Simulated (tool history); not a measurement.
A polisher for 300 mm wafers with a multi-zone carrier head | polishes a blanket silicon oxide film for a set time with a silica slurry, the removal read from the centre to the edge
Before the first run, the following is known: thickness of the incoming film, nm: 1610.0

| run | day | flow of slurry (ml/min) | pressure of the head's centre zone | pressure of the head's middle zone | pressure of the head's edge zone | abrasive content of the slurry | polishing time (s) | film removed at the wafer's centre (Å) | film removed at mid-radius (Å) | film removed at the wafer's edge (Å) |
|---|---|---|---|---|---|---|---|---|---|---|
| 1 | 0 | 145 | 1 | 1 | 1 | 1 | 35 | 756.3 | 757.04 | 745.81 |
| 2 | 0.029 | 140 | 0.99 | 0.99 | 0.98 | 0.95 | 33 | 694.41 | 684.1 | 676.14 |
| 3 | 0.108 | 140 | 0.99 | 0.99 | 0.98 | 1.05 | 33 | 712.82 | 703.23 | 716.18 |
| 4 | 0.442 | 135 | 0.97 | 0.99 | 0.96 | 1 | 31 | 644.79 | 641.56 | 638.12 |
| 5 | 0.717 | 135 | 1.04 | 0.99 | 0.96 | 1 | 31 | 667.68 | 638.45 | 640.51 |
| 6 | 1.038 | 135 | 1.04 | 0.99 | 0.96 | 1 | 24 | 529.8 | 499.33 | 498.32 |
| 7 | 1.225 | 130 | 1.02 | 0.99 | 0.95 | 0.95 | 24 | 502.17 | 488.13 | 488.44 |
| 8 | 1.529 | 130 | 1.01 | 0.99 | 0.94 | 0.9 | 24 | 488.45 | 479.92 | 471.06 |
| 9 | 1.642 | 130 | 1 | 0.98 | 0.93 | 0.85 | 24 | 476.56 | 462.51 | 460.43 |
| 10 | 1.971 | 130 | 0.99 | 0.98 | 0.92 | 0.8 | 24 | 460.27 | 457.83 | 442.25 |
| 11 | 2.071 | 130 | 0.98 | 0.97 | 0.91 | 0.75 | 24 | 440.33 | 441.09 | 425.4 |

Expected results for the next run?
| 12 | 2.242 | 130 | 0.97 | 0.96 | 0.9 | 0.7 | 24 | ? | ? | ? |

film removed at the wafer's centre (Å): 430.6
film removed at mid-radius (Å): 421.01
film removed at the wafer's edge (Å): 412.08
